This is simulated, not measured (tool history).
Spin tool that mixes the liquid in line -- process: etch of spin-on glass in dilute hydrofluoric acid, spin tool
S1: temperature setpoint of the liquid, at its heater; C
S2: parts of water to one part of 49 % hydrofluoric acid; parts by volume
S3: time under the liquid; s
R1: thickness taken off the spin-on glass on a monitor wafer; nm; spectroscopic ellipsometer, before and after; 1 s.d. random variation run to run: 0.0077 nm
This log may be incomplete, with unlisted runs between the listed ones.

run  hour    S1   S2  S3      R1
  1   0.0  21.0  275  20  1.7486
  2   0.8  20.5  285  20  1.6276
  3   2.9  20.5  220  20  2.2511
  4   7.5  20.0  235  20  2.0167
  5  10.7  20.0  335  20  1.3094
  6  18.3  20.0  275  20  1.6528
  7  23.3  19.5  285  20  1.5855
  8  28.3  19.5  295  20  1.5264

Run 9 is up next; what results do you expect?
  9  34.6  19.5  305  20   ?

{"run 9": {"R1": 1.462}}
